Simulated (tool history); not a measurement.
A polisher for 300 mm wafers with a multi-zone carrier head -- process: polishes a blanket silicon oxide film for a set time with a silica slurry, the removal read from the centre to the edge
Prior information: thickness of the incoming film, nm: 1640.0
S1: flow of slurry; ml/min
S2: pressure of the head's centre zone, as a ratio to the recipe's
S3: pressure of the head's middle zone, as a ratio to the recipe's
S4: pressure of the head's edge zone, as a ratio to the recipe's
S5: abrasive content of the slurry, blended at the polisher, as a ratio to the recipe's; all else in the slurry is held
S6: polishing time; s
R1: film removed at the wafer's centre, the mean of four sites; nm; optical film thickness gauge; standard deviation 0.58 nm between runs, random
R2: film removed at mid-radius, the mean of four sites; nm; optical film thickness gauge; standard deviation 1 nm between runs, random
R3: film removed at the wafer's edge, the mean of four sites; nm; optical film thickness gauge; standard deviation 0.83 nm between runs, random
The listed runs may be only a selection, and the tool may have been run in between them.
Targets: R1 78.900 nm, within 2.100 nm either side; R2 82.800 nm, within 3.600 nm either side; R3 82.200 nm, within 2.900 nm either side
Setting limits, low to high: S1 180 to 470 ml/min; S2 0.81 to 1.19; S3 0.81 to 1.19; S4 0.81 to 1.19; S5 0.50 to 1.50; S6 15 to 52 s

{"run": 1, "day": 0.0, "S1": 300, "S2": 1.0, "S3": 1.0, "S4": 1.0, "S5": 1.0, "S6": 33, "R1": 122.98, "R2": 120.07, "R3": 125.75}
{"run": 2, "day": 0.212, "S1": 260, "S2": 1.0, "S3": 1.0, "S4": 1.0, "S5": 1.0, "S6": 33, "R1": 122.76, "R2": 121.36, "R3": 125.6}
{"run": 3, "day": 0.567, "S1": 260, "S2": 0.96, "S3": 1.0, "S4": 1.0, "S5": 1.0, "S6": 33, "R1": 119.38, "R2": 121.29, "R3": 124.25}
{"run": 4, "day": 0.779, "S1": 260, "S2": 0.93, "S3": 0.98, "S4": 0.97, "S5": 0.85, "S6": 32, "R1": 102.3, "R2": 106.05, "R3": 107.55}
{"run": 5, "day": 0.888, "S1": 210, "S2": 0.93, "S3": 0.98, "S4": 0.97, "S5": 0.85, "S6": 32, "R1": 99.136, "R2": 103.41, "R3": 108.94}
{"run": 6, "day": 1.033, "S1": 235, "S2": 0.91, "S3": 0.96, "S4": 0.93, "S5": 0.75, "S6": 32, "R1": 93.164, "R2": 98.18, "R3": 98.833}
{"run": 7, "day": 1.3, "S1": 240, "S2": 0.89, "S3": 0.93, "S4": 0.9, "S5": 0.7, "S6": 32, "R1": 86.057, "R2": 91.592, "R3": 96.252}
{"run": 8, "day": 1.625, "S1": 250, "S2": 0.9, "S3": 0.94, "S4": 0.89, "S5": 0.65, "S6": 32, "R1": 84.077, "R2": 89.631, "R3": 94.392}
{"run": 9, "day": 1.725, "S1": 220, "S2": 0.98, "S3": 1.0, "S4": 0.81, "S5": 0.5, "S6": 31, "R1": 75.131, "R2": 75.666, "R3": 73.936}
{"run": 10, "day": 1.792, "S1": 220, "S2": 0.98, "S3": 1.0, "S4": 0.81, "S5": 0.5, "S6": 31, "R1": 74.312, "R2": 76.27, "R3": 73.786}

Which single option among these 5 for the next run brings every result within its allowed miss of target? Just one does.
{"run": "A", "day": 1.858, "S1": 240, "S2": 0.99, "S3": 1.08, "S4": 0.81, "S5": 0.55, "S6": 30, "R1": "?", "R2": "?", "R3": "?"}
{"run": "B", "day": 1.858, "S1": 230, "S2": 0.94, "S3": 0.81, "S4": 0.99, "S5": 0.5, "S6": 34, "R1": "?", "R2": "?", "R3": "?"}
{"run": "C", "day": 1.858, "S1": 185, "S2": 1.01, "S3": 1.1, "S4": 0.81, "S5": 0.55, "S6": 26, "R1": "?", "R2": "?", "R3": "?"}
{"run": "D", "day": 1.858, "S1": 180, "S2": 0.99, "S3": 0.99, "S4": 0.84, "S5": 0.55, "S6": 30, "R1": "?", "R2": "?", "R3": "?"}
{"run": "E", "day": 1.858, "S1": 245, "S2": 0.92, "S3": 0.96, "S4": 0.81, "S5": 0.6, "S6": 31, "R1": "?", "R2": "?", "R3": "?"}

move=A R1=79.011 R2=83.289 R3=76.517
move=B R1=79.433 R2=70.831 R3=86.776
move=C R1=68.665 R2=72.094 R3=65.512
move=D R1=77.449 R2=76.423 R3=76.413
move=E R1=80.167 R2=83.033 R3=83.747
A: nearer than the last run, and not there yet
B: moves the result that the last run missed by most past its target, out the other side
C: misses by more than the last run did
D: nearer than the last run, and not there yet
E: meets every target
Answer: E

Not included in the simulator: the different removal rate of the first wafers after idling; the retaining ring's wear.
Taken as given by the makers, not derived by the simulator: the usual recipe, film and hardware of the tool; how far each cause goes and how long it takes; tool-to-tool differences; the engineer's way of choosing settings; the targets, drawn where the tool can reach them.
